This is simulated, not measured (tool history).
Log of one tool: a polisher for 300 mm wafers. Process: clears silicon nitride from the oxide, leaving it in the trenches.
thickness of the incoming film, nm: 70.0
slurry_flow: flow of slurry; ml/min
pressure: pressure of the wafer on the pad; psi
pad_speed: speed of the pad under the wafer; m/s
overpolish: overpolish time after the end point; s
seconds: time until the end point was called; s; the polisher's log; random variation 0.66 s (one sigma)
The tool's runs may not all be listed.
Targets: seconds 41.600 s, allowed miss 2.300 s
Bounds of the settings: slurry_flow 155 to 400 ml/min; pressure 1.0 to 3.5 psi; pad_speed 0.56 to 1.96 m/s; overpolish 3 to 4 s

Run 1, day 0.000: slurry_flow 255 ml/min, pressure 2.2 psi, pad_speed 1.26 m/s, overpolish 4 s. Result: seconds 64.406 s.
Run 2, day 0.142: slurry_flow 255 ml/min, pressure 2.2 psi, pad_speed 1.26 m/s, overpolish 3 s. Result: seconds 64.626 s.
Run 3, day 0.404: slurry_flow 255 ml/min, pressure 2.6 psi, pad_speed 1.26 m/s, overpolish 3 s. Result: seconds 56.165 s.
Run 4, day 0.558: slurry_flow 255 ml/min, pressure 2.8 psi, pad_speed 1.28 m/s, overpolish 3 s. Result: seconds 53.961 s.
Run 5, day 0.850: slurry_flow 255 ml/min, pressure 3.0 psi, pad_speed 1.32 m/s, overpolish 3 s. Result: seconds 48.370 s.
Run 6, day 1.071: slurry_flow 255 ml/min, pressure 3.1 psi, pad_speed 1.34 m/s, overpolish 3 s. Result: seconds 46.379 s.
Run 7, day 1.108: slurry_flow 255 ml/min, pressure 3.1 psi, pad_speed 1.34 m/s, overpolish 3 s. Result: seconds 45.650 s.
Run 8, day 1.238: slurry_flow 255 ml/min, pressure 3.2 psi, pad_speed 1.34 m/s, overpolish 3 s. Result: seconds 45.355 s.

Which of these 4 next moves meets every target?
Run A, day 1.367: slurry_flow 275 ml/min, pressure 3.1 psi, pad_speed 1.10 m/s, overpolish 3 s. Result: seconds ?.
Run B, day 1.367: slurry_flow 280 ml/min, pressure 3.4 psi, pad_speed 1.38 m/s, overpolish 3 s. Result: seconds ?.
Run C, day 1.367: slurry_flow 290 ml/min, pressure 3.3 psi, pad_speed 1.26 m/s, overpolish 4 s. Result: seconds ?.
Run D, day 1.367: slurry_flow 270 ml/min, pressure 3.1 psi, pad_speed 1.10 m/s, overpolish 3 s. Result: seconds ?.

move  seconds
   A   55.977
   B   41.497
   C   46.324
   D   56.085
A: further off than the last run
B: meets every target
C: further off than the last run
D: further off than the last run
Move B is the one to make.
